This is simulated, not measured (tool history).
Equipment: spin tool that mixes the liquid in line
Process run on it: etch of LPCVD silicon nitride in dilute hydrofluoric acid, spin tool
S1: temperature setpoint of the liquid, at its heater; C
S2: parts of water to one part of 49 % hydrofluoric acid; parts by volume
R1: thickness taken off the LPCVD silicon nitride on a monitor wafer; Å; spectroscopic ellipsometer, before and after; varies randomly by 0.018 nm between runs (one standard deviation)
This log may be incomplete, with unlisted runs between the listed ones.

{"run": 1, "hour": 0.0, "S1": 24, "S2": 170, "time under the liquid (s)": 325, "R1": 9.486}
{"run": 2, "hour": 2.2, "S1": 27, "S2": 170, "time under the liquid (s)": 325, "R1": 11.205}
{"run": 3, "hour": 4.5, "S1": 25.5, "S2": 195, "time under the liquid (s)": 325, "R1": 9.1563}
{"run": 4, "hour": 11.2, "S1": 25.5, "S2": 195, "time under the liquid (s)": 350, "R1": 9.0742}
{"run": 5, "hour": 13.8, "S1": 24.5, "S2": 210, "time under the liquid (s)": 345, "R1": 8.8167}
{"run": 6, "hour": 19.7, "S1": 23.5, "S2": 235, "time under the liquid (s)": 340, "R1": 7.0334}
{"run": 7, "hour": 23.6, "S1": 23, "S2": 245, "time under the liquid (s)": 335, "R1": 6.1785}
{"run": 8, "hour": 25.0, "S1": 22.5, "S2": 250, "time under the liquid (s)": 335, "R1": 5.9094}

Estimate the outcome of run 9 from the log above:
{"run": 9, "hour": 31.3, "S1": 22, "S2": 255, "time under the liquid (s)": 335, "R1": "?"}

R1: 5.88 Å

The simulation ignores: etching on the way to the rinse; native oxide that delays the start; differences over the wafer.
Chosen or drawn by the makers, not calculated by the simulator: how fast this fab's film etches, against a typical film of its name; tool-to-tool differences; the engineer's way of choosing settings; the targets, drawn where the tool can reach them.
